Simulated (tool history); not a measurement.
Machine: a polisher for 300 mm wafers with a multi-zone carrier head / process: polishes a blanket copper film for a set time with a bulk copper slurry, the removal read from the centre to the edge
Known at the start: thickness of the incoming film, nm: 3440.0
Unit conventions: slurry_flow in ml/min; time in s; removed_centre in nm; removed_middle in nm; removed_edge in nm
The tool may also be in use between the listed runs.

run,hour,slurry_flow,centre_zone,middle_zone,edge_zone,slurry_solids,time,removed_centre,removed_middle,removed_edge
1,0,170,1,1,1,1,56,486.56,463.08,457.54
2,4.4,170,1.04,1,1,1,56,507.02,471.62,461.74
3,11,155,0.97,0.95,0.96,0.9,56,451.62,434.06,440.91
4,17.1,120,0.97,0.95,0.96,0.9,56,436.75,406.94,427.29
5,22.7,115,0.94,0.92,0.94,0.8,55,404.51,384.2,405.36
6,28.9,140,0.94,0.92,0.94,0.8,55,415.99,397.35,407.42
7,35,130,0.91,0.89,0.93,0.75,55,390.65,373.37,403.05
8,39.1,125,0.89,0.87,0.9,0.7,55,371.69,363.17,385.95

Estimate the outcome of run 9 from the log above:
9,47.8,120,0.88,0.85,0.89,0.7,55,?,?,?

Run 9 gave removed_centre 367.6 nm, removed_middle 356 nm, removed_edge 387.36 nm.
